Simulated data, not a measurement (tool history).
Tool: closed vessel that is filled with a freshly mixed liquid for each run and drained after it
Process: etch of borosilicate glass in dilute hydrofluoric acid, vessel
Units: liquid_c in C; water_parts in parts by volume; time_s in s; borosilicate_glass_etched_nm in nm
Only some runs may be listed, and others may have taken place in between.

run    day  liquid_c  water_parts  time_s  borosilicate_glass_etched_nm
  1      0        23          165      35                        10.333
  2  0.242        24          160      35                        11.252
  3  0.492        24          125      35                        15.072
  4  0.754      24.5          125      35                         15.54
  5  1.021      22.5          125      35                        14.168
  6  1.283        21          125      35                        13.368
  7  1.488        22          125      35                        13.834
  8  1.562      22.5          125      35                        13.874
  9  1.862        23          125      35                        14.444
 10  1.942      23.5          125      35                        14.755
 11  2.292        24          125      35                        15.042
 12  2.438        24          125      35                        14.949
 13  2.742      24.5          125      35                        15.291

Estimate the outcome of run 14 from the log above:
 14  3.046        25          125      35                             ?

{"run 14": {"borosilicate_glass_etched_nm": 15.413}}

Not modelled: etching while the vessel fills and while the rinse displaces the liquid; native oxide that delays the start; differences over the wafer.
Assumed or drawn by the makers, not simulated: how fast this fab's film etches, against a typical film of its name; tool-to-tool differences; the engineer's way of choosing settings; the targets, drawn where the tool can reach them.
